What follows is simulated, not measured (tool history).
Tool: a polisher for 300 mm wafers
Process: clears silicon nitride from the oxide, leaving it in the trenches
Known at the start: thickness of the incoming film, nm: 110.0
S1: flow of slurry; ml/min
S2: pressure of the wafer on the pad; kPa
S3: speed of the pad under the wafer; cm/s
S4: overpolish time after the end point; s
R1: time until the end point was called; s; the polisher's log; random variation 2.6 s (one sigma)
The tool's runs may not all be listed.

run 1 day=0 | S1=205 S2=24.1 S3=124 S4=41 | R1=87.75
run 2 day=0.062 | S1=205 S2=24.1 S3=102 S4=41 | R1=104.47
run 3 day=0.229 | S1=205 S2=22.8 S3=102 S4=41 | R1=111.56
run 4 day=0.317 | S1=205 S2=22.1 S3=102 S4=41 | R1=112.34
run 5 day=0.404 | S1=205 S2=21.4 S3=102 S4=41 | R1=116.12
run 6 day=0.65 | S1=245 S2=21.4 S3=102 S4=41 | R1=115.54
-- day=0.892 slurry nozzle cleaned
run 7 day=0.892 | S1=245 S2=20.7 S3=102 S4=41 | R1=117.75
run 8 day=1.112 | S1=245 S2=20 S3=102 S4=41 | R1=117.83
run 9 day=1.188 | S1=245 S2=20 S3=102 S4=41 | R1=118.25
run 10 day=1.517 | S1=245 S2=19.3 S3=102 S4=41 | R1=124.24
run 11 day=1.762 | S1=245 S2=18.6 S3=102 S4=41 | R1=125.85
run 12 day=1.892 | S1=245 S2=17.9 S3=102 S4=41 | R1=127.4

The next listed run, before its measurement:
run 13 day=1.971 | S1=245 S2=17.2 S3=102 S4=41 | R1=?

{"run 13": {"R1": 133.98}}

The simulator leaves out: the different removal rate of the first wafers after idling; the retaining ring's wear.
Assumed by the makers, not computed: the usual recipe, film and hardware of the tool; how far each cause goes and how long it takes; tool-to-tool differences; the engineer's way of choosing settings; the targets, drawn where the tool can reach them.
